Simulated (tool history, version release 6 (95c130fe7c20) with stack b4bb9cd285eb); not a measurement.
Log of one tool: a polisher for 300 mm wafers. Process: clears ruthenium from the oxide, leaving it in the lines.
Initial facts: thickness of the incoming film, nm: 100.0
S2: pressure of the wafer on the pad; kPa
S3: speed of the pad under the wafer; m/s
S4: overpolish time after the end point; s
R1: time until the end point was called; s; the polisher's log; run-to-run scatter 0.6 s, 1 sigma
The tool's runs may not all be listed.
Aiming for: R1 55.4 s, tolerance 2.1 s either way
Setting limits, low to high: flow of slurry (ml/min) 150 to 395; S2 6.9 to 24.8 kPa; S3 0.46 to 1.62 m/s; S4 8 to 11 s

run 1 hour=0 | flow_of_slurry_(ml/min)=250 S2=15.9 S3=1.04 S4=11 | R1=87.098
run 2 hour=4.2 | flow_of_slurry_(ml/min)=250 S2=17.2 S3=1.04 S4=11 | R1=80.655
run 3 hour=7 | flow_of_slurry_(ml/min)=250 S2=18.6 S3=1.04 S4=11 | R1=75.035
run 4 hour=10.3 | flow_of_slurry_(ml/min)=250 S2=20 S3=1.04 S4=11 | R1=68.744
run 5 hour=16.8 | flow_of_slurry_(ml/min)=250 S2=20.7 S3=1.04 S4=11 | R1=67.597
run 6 hour=23.9 | flow_of_slurry_(ml/min)=250 S2=20.7 S3=1.04 S4=11 | R1=67.059
run 7 hour=27.4 | flow_of_slurry_(ml/min)=250 S2=21.4 S3=1.04 S4=11 | R1=66.458
run 8 hour=32.8 | flow_of_slurry_(ml/min)=250 S2=22.1 S3=1.04 S4=11 | R1=62.555
run 9 hour=40.7 | flow_of_slurry_(ml/min)=250 S2=22.8 S3=1.04 S4=11 | R1=60.862
run 10 hour=44.4 | flow_of_slurry_(ml/min)=250 S2=23.4 S3=1.04 S4=11 | R1=60.212

Pick the move, out of 4, that brings all results within their allowed miss; only one does.
run A hour=48.1 | flow_of_slurry_(ml/min)=250 S2=23.4 S3=1.24 S4=8 | R1=?
run B hour=48.1 | flow_of_slurry_(ml/min)=300 S2=22.8 S3=1.16 S4=11 | R1=?
run C hour=48.1 | flow_of_slurry_(ml/min)=265 S2=24.8 S3=1.18 S4=8 | R1=?
run D hour=48.1 | flow_of_slurry_(ml/min)=300 S2=24.1 S3=1 S4=8 | R1=?

move=A R1=49.738
move=B R1=53.85
move=C R1=49.116
move=D R1=58.714
A: the result that was furthest off in the last run now lies on the other side of its target
B: hits every target within its allowed miss
C: the result that was furthest off in the last run now lies on the other side of its target
D: moves toward the targets from the last run without getting all of them in spec
Move B is the one to make.

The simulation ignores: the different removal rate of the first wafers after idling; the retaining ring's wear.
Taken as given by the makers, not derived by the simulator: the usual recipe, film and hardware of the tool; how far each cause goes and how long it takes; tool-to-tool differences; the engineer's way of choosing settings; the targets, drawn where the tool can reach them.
